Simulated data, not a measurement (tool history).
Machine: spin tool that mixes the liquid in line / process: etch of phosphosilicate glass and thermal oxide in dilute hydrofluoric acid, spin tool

run,hour,temperature setpoint of the liquid (°C),parts of water to one part of 49 % hydrofluoric acid (parts by volume),time under the liquid (s),thickness taken off the phosphosilicate glass on a monitor wafer (nm),thickness taken off the thermal oxide on a monitor wafer (nm)
1,0.0,23,280,180,27.5950,2.05860
2,5.4,24,275,180,28.5570,2.19410
3,7.9,24,275,140,22.1540,1.72790
4,16.9,24,345,140,16.3660,1.27680
5,23.5,24,400,140,13.5440,1.03650
6,30.0,24,400,70,6.8207,0.51597
7,35.4,25,350,75,8.8941,0.68488
8,41.6,29,240,125,28.3360,2.13460

Run 9, settings as shown, results not yet in. Your forecast:
9,46.5,31,160,125,?,?

Run 9 measured thickness taken off the phosphosilicate glass on a monitor wafer (nm) 49.9800, thickness taken off the thermal oxide on a monitor wafer (nm) 3.83670.
